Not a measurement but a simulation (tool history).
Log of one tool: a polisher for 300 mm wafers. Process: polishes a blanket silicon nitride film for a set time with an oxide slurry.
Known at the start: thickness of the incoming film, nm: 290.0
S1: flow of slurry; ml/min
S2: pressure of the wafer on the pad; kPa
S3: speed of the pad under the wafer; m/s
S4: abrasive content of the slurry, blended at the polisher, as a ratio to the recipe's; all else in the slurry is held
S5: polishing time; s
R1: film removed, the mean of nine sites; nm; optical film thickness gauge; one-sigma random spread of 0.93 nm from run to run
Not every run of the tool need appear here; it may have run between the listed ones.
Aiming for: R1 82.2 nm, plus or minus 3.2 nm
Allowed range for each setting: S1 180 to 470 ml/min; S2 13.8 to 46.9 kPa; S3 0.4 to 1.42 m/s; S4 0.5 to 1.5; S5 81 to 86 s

| run | day | S1 | S2 | S3 | S4 | S5 | R1 |
|---|---|---|---|---|---|---|---|
| 1 | 0 | 300 | 30.3 | 0.9 | 1 | 81 | 57.617 |
| 2 | 0.3 | 300 | 31.7 | 0.9 | 1 | 81 | 59.431 |
| 3 | 0.421 | 300 | 31.7 | 0.9 | 1.15 | 81 | 63.336 |
| 4 | 0.662 | 300 | 31.7 | 0.9 | 1.05 | 81 | 61.334 |
| 5 | 1.033 | 300 | 31.7 | 0.9 | 1.25 | 81 | 64.343 |
| 6 | 1.2 | 300 | 32.4 | 0.9 | 1.25 | 81 | 65.691 |
| 7 | 1.379 | 300 | 32.4 | 0.9 | 1.25 | 81 | 64.418 |
| 8 | 1.688 | 300 | 33.8 | 0.9 | 1.25 | 81 | 68.246 |
| 9 | 1.825 | 300 | 34.5 | 0.9 | 1.25 | 81 | 70.224 |

Which one of the following 5 next-run settings gets every result inside its allowed miss? There is exactly one.
| A | 1.962 | 235 | 33.8 | 0.98 | 1.3 | 83 | ? |
| B | 1.962 | 340 | 35.2 | 0.9 | 1.2 | 86 | ? |
| C | 1.962 | 305 | 37.9 | 0.92 | 0.95 | 86 | ? |
| D | 1.962 | 360 | 32.4 | 1.08 | 1.4 | 86 | ? |
| E | 1.962 | 295 | 37.9 | 0.78 | 1.2 | 85 | ? |

| move | R1 |
|---|---|
| A | 72.235 |
| B | 74.54 |
| C | 74.888 |
| D | 82.077 |
| E | 71.206 |
A: closes in on the targets versus the last run, not all within tolerance yet
B: closes in on the targets versus the last run, not all within tolerance yet
C: closes in on the targets versus the last run, not all within tolerance yet
D: each result inside its tolerance
E: closes in on the targets versus the last run, not all within tolerance yet
Move D is the one to make.
